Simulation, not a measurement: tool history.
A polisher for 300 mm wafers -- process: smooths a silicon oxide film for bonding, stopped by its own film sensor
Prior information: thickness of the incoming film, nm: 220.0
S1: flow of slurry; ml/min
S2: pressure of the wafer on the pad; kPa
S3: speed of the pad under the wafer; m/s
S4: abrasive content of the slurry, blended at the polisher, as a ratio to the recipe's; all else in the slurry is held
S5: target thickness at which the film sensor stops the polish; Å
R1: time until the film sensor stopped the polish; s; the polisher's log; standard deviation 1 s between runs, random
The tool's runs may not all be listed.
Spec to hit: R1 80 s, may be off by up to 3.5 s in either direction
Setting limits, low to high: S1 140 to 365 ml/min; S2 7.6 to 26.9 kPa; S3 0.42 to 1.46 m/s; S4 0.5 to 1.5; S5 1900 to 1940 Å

{"run": 1, "hour": 0.0, "S1": 235, "S2": 17.2, "S3": 0.94, "S4": 1, "S5": 1900, "R1": 47.473}
{"run": 2, "hour": 2.8, "S1": 235, "S2": 17.2, "S3": 0.94, "S4": 1, "S5": 1940, "R1": 41.01}
{"run": 3, "hour": 3.4, "S1": 235, "S2": 17.2, "S3": 0.94, "S4": 1.1, "S5": 1940, "R1": 39.154}
{"run": 4, "hour": 11.2, "S1": 235, "S2": 13.1, "S3": 0.94, "S4": 1.1, "S5": 1940, "R1": 51.466}
{"hour": 15.2, "done": "slurry nozzle cleaned"}
{"run": 5, "hour": 15.2, "S1": 235, "S2": 11.7, "S3": 0.92, "S4": 1.1, "S5": 1940, "R1": 54.772}
{"run": 6, "hour": 20.7, "S1": 235, "S2": 11, "S3": 0.88, "S4": 1.1, "S5": 1940, "R1": 61.706}
{"run": 7, "hour": 22.9, "S1": 235, "S2": 10.3, "S3": 0.86, "S4": 1.1, "S5": 1940, "R1": 67.218}
{"run": 8, "hour": 30.4, "S1": 235, "S2": 9.7, "S3": 0.86, "S4": 1.1, "S5": 1940, "R1": 70.972}
{"run": 9, "hour": 35.1, "S1": 235, "S2": 7.6, "S3": 0.86, "S4": 1.1, "S5": 1940, "R1": 90.283}
{"run": 10, "hour": 44.1, "S1": 235, "S2": 9, "S3": 0.86, "S4": 1.1, "S5": 1940, "R1": 74.814}

Which single option among these 4 for the next run brings every result within its allowed miss of target? Just one does.
{"run": "A", "hour": 53.1, "S1": 290, "S2": 9.7, "S3": 1.1, "S4": 0.9, "S5": 1900, "R1": "?"}
{"run": "B", "hour": 53.1, "S1": 240, "S2": 11, "S3": 0.88, "S4": 1.1, "S5": 1900, "R1": "?"}
{"run": "C", "hour": 53.1, "S1": 225, "S2": 8.3, "S3": 0.94, "S4": 1.15, "S5": 1920, "R1": "?"}
{"run": "D", "hour": 53.1, "S1": 145, "S2": 9.7, "S3": 1.1, "S4": 0.9, "S5": 1940, "R1": "?"}

move=A R1=71.373
move=B R1=70.39
move=C R1=81.03
move=D R1=68.598
A: its largest miss is bigger than the last run's
B: its largest miss is bigger than the last run's
C: every result lands within tolerance
D: its largest miss is bigger than the last run's
Go with C: it meets all targets.
